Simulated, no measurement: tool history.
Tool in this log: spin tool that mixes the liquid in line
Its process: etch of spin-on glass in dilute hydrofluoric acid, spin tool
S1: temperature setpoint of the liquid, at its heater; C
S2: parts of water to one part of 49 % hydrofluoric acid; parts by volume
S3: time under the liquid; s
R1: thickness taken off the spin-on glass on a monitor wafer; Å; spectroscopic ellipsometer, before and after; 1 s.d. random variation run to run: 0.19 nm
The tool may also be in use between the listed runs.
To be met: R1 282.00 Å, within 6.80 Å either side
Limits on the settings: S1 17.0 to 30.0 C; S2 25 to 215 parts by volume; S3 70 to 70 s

run    day    S1   S2  S3      R1
  1  0.000  22.0  120  70  130.76
  2  0.179  23.5  110  70  152.93
  3  0.521  25.0  110  70  162.61
  4  0.683  26.0  105  70  177.31
  5  0.729  26.5  100  70  193.33
  6  0.800  27.0   95  70  205.87
  7  0.879  27.5   90  70  223.59
  8  1.188  28.0   90  70  228.92
  9  1.371  28.5   90  70  236.19
 10  1.525  29.0   90  70  238.08

Consider the 5 candidate settings below. Which is the only one whose results all fall within their allowed miss of target?
  A  1.679  30.0  75  70   ?
  B  1.679  29.5  75  70   ?
  C  1.679  30.0  85  70   ?
  D  1.679  26.0  65  70   ?
  E  1.679  30.0  80  70   ?

move      R1
   A  305.57
   B  299.75
   C  265.70
   D  305.75
   E  284.37
A: pushes the last run's worst result past its target
B: pushes the last run's worst result past its target
C: nearer the targets than the last run, but a result is still out of spec
D: pushes the last run's worst result past its target
E: meets every target
Answer: E

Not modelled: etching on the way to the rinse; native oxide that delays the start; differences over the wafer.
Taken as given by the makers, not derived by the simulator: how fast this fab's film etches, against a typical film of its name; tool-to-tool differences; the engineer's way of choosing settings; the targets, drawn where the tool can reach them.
